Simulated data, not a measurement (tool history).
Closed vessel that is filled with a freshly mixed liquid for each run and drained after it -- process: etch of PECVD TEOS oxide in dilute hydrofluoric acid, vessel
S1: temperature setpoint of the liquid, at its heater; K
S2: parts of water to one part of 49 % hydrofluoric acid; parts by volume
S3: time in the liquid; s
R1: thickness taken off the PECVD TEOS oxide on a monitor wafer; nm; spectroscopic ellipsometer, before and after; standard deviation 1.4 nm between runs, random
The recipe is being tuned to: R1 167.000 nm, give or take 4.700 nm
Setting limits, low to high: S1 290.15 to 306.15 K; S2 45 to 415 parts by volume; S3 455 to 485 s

| run | hour | S1 | S2 | S3 | R1 |
|---|---|---|---|---|---|
| 1 | 0.0 | 298.15 | 230 | 455 | 59.419 |
| 2 | 9.0 | 298.15 | 295 | 455 | 44.232 |
| 3 | 16.4 | 299.15 | 255 | 455 | 54.439 |
| 4 | 18.4 | 300.15 | 220 | 455 | 67.258 |
| 5 | 22.8 | 301.15 | 195 | 455 | 81.582 |
| 6 | 23.8 | 302.15 | 180 | 455 | 94.144 |
| 7 | 26.2 | 302.65 | 170 | 455 | 103.710 |
| 8 | 34.4 | 302.65 | 170 | 455 | 102.100 |
| 9 | 35.8 | 306.15 | 85 | 455 | 261.850 |
| 10 | 39.0 | 305.15 | 85 | 455 | 249.660 |
| 11 | 47.1 | 301.15 | 90 | 455 | 197.480 |
| 12 | 55.6 | 300.65 | 90 | 455 | 198.720 |
| 13 | 61.3 | 296.65 | 95 | 455 | 157.680 |

Which of these 4 next moves meets every target?
| A | 67.0 | 296.65 | 85 | 455 | ? |
| B | 67.0 | 296.65 | 90 | 485 | ? |
| C | 67.0 | 295.15 | 90 | 485 | ? |
| D | 67.0 | 298.65 | 90 | 455 | ? |

| move | R1 |
|---|---|
| A | 179.590 |
| B | 179.770 |
| C | 169.160 |
| D | 182.670 |
A: the result that was furthest off in the last run now lies on the other side of its target
B: the result that was furthest off in the last run now lies on the other side of its target
C: all results land within tolerance of their targets
D: the result that was furthest off in the last run now lies on the other side of its target
The move that meets every target is C.

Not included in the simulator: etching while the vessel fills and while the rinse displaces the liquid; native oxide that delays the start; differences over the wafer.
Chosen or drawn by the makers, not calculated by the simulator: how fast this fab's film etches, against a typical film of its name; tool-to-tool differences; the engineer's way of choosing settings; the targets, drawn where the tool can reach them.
